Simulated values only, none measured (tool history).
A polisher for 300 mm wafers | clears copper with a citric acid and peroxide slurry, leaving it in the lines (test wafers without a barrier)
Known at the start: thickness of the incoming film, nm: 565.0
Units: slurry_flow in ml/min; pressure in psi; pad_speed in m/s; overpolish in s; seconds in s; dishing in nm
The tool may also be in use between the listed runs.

run  hour  slurry_flow  pressure  pad_speed  slurry_solids  overpolish  seconds  dishing
  1     0          275       3.6       1.32              1          25   172.35   27.196
  2   7.4          275       3.6       1.14              1          25   195.26   24.667
  3  10.4          275       3.9       1.14              1          25   175.85   26.383
  4    16          275       4.1       1.14              1          24   173.25   26.708
  5  17.8          275       4.1       0.88              1          24   217.06   24.111
  6  24.2          275       4.1       0.88            0.9          24   224.05   23.805
  7  25.7          275       4.4       0.92            0.9          23   202.63   24.848
  8  27.2          275       4.6       0.96            0.9          21   191.88    23.98
  9    29          275       4.8       1.02            0.9          21   166.36   25.491
 10    31          275       4.9       1.04            0.9          21   165.78   25.322
 11  33.6          275         5       1.08            0.9          21   161.48    26.92
 12  39.1          275       5.1       1.12            0.9          20   149.64   26.157

Forecast run 13:
 13  42.7          275       5.2       1.14            0.9          20        ?        ?

Run 13 gave seconds 149.76 s, dishing 26.722 nm.
